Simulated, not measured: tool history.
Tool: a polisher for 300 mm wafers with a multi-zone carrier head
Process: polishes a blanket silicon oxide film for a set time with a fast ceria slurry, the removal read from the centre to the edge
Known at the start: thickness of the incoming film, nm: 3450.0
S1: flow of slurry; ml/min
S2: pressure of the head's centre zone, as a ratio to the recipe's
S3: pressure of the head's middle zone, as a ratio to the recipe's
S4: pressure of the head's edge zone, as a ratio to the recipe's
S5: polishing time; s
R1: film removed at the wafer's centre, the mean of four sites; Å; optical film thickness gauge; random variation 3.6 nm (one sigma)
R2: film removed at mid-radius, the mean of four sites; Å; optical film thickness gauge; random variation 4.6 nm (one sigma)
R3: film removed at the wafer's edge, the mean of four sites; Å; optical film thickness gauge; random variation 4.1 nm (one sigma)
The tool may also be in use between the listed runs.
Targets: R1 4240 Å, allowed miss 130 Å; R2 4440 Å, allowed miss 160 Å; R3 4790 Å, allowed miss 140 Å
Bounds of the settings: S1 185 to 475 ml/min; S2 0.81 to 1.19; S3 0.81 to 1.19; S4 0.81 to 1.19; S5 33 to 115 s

run  hour   S1    S2    S3    S4  S5      R1      R2      R3
  1     0  305     1     1     1  73  8826.1  8917.2  8773.1
  2   7.9  255     1     1     1  73  8547.2  8747.7  8572.3
  3   8.7  255  0.97     1     1  73  8492.3  8856.5  8535.4
  4   9.9  255  0.92     1     1  73    8000  8751.8  8698.4
  5  13.2  255  0.92  1.06     1  73  7975.4  9155.4  8550.3
  6  13.8  255  0.92   1.1     1  73  7890.2  9763.4  8558.8
  7  19.7  220  0.82     1  0.92  52  5000.3    6116  5774.9
  8  22.4  220  0.82  0.98  0.91  51  4873.7    6041  5673.5
  9  30.8  200  0.92  0.88  0.99  33  3537.2  3484.2  3789.1
 10  33.2  220  0.92  0.89     1  33  3570.4    3570  3833.3
 11  33.9  230  0.92   0.9  1.02  34  3699.5  3681.1  3960.2

5 next moves are on the table. One of them brings every result within its allowed miss. Which?
  A  34.6  255  1.03  0.97  0.95  36   ?   ?   ?
  B  34.6  185  0.89  0.89  1.01  42   ?   ?   ?
  C  34.6  250  0.84  0.91  1.15  40   ?   ?   ?
  D  34.6  255     1  1.02  1.02  35   ?   ?   ?
  E  34.6  205  0.84  0.89  1.01  44   ?   ?   ?

move      R1      R2      R3
   A  4391.4  4260.6  4109.1
   B  4224.6  4451.9  4794.9
   C  3961.3  4486.2    5013
   D  4145.5  4318.4  4130.8
   E  4241.8  4732.1  5076.3
A: nearer than the last run, and not there yet
B: meets every target
C: takes the result that was furthest off past its target
D: nearer than the last run, and not there yet
E: takes the result that was furthest off past its target
Move B is the one to make.
